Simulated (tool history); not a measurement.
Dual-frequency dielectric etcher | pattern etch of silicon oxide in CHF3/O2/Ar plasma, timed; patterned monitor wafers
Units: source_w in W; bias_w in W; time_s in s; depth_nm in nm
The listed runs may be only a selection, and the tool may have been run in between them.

run,hour,source_w,bias_w,time_s,depth_nm
1,0,900,193,611.5,1384
2,2.3,900,193,639,1435.8
3,8.5,930,195,639,1457.8
4,14.8,930,170,639,1369.6
5,21.8,800,170,639,1301.1
6,22.6,800,198,639,1398.2
7,28.4,840,200,639,1427.7

Run 8 has not been measured yet. What should we expect?
8,34.1,870,202,639,?

{"run 8": {"depth_nm": 1458.5}}
